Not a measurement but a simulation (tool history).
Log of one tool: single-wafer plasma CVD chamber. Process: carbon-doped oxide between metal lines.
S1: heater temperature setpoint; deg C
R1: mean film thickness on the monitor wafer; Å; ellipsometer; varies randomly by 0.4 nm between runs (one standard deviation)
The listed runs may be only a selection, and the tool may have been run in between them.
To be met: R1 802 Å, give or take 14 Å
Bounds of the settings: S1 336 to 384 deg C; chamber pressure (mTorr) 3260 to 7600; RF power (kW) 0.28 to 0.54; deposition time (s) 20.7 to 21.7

Run 1, hour 0: S1 360 deg C, chamber pressure (mTorr) 5430, RF power (kW) 0.41, deposition time (s) 21.7. Result: R1 944.38 Å.
Run 2, hour 6.9: S1 362 deg C, chamber pressure (mTorr) 5190, RF power (kW) 0.4, deposition time (s) 21.7. Result: R1 911.32 Å.
Run 3, hour 7.6: S1 362 deg C, chamber pressure (mTorr) 5190, RF power (kW) 0.4, deposition time (s) 20.7. Result: R1 869.4 Å.
Run 4, hour 15: S1 362 deg C, chamber pressure (mTorr) 5190, RF power (kW) 0.44, deposition time (s) 20.7. Result: R1 952.42 Å.
Run 5, hour 20.3: S1 362 deg C, chamber pressure (mTorr) 5190, RF power (kW) 0.44, deposition time (s) 20.7. Result: R1 949.4 Å.
Run 6, hour 23.8: S1 362 deg C, chamber pressure (mTorr) 4770, RF power (kW) 0.44, deposition time (s) 20.7. Result: R1 943.1 Å.
Run 7, hour 26.4: S1 364 deg C, chamber pressure (mTorr) 4600, RF power (kW) 0.43, deposition time (s) 20.7. Result: R1 908.77 Å.
Run 8, hour 27.1: S1 366 deg C, chamber pressure (mTorr) 4390, RF power (kW) 0.425, deposition time (s) 20.7. Result: R1 887.94 Å.
Run 9, hour 31.7: S1 368 deg C, chamber pressure (mTorr) 4210, RF power (kW) 0.42, deposition time (s) 20.7. Result: R1 869.43 Å.
Run 10, hour 34: S1 370 deg C, chamber pressure (mTorr) 4050, RF power (kW) 0.42, deposition time (s) 20.7. Result: R1 856.33 Å.
Run 11, hour 34.8: S1 372 deg C, chamber pressure (mTorr) 3950, RF power (kW) 0.42, deposition time (s) 20.7. Result: R1 863.68 Å.
Run 12, hour 39.1: S1 372 deg C, chamber pressure (mTorr) 3850, RF power (kW) 0.415, deposition time (s) 20.7. Result: R1 842.38 Å.
Run 13, hour 43.4: S1 373 deg C, chamber pressure (mTorr) 3740, RF power (kW) 0.415, deposition time (s) 20.7. Result: R1 839.21 Å.
At hour 48.1: capacitance manometer re-zeroed and calibrated.
Run 14, hour 48.1: S1 374 deg C, chamber pressure (mTorr) 3650, RF power (kW) 0.415, deposition time (s) 20.7. Result: R1 837.17 Å.
Run 15, hour 51.7: S1 375 deg C, chamber pressure (mTorr) 3580, RF power (kW) 0.415, deposition time (s) 20.7. Result: R1 836.35 Å.
Run 16, hour 56: S1 375 deg C, chamber pressure (mTorr) 3520, RF power (kW) 0.41, deposition time (s) 20.7. Result: R1 820.56 Å.

Exactly one of the 5 candidate moves below puts every result within its allowed miss. Which one?
Run A, hour 60.3: S1 361 deg C, chamber pressure (mTorr) 4590, RF power (kW) 0.385, deposition time (s) 20.7. Result: R1 ?.
Run B, hour 60.3: S1 381 deg C, chamber pressure (mTorr) 3810, RF power (kW) 0.38, deposition time (s) 20.7. Result: R1 ?.
Run C, hour 60.3: S1 379 deg C, chamber pressure (mTorr) 3510, RF power (kW) 0.42, deposition time (s) 20.7. Result: R1 ?.
Run D, hour 60.3: S1 361 deg C, chamber pressure (mTorr) 3280, RF power (kW) 0.405, deposition time (s) 21. Result: R1 ?.
Run E, hour 60.3: S1 371 deg C, chamber pressure (mTorr) 3760, RF power (kW) 0.38, deposition time (s) 21.3. Result: R1 ?.

move      R1
   A  831.68
   B  758.66
   C  832.35
   D  847.82
   E  797.76
A: its largest miss is bigger than the last run's
B: pushes the last run's worst result past its target
C: its largest miss is bigger than the last run's
D: its largest miss is bigger than the last run's
E: in spec on every target
E is the move that brings every result within its allowed miss.
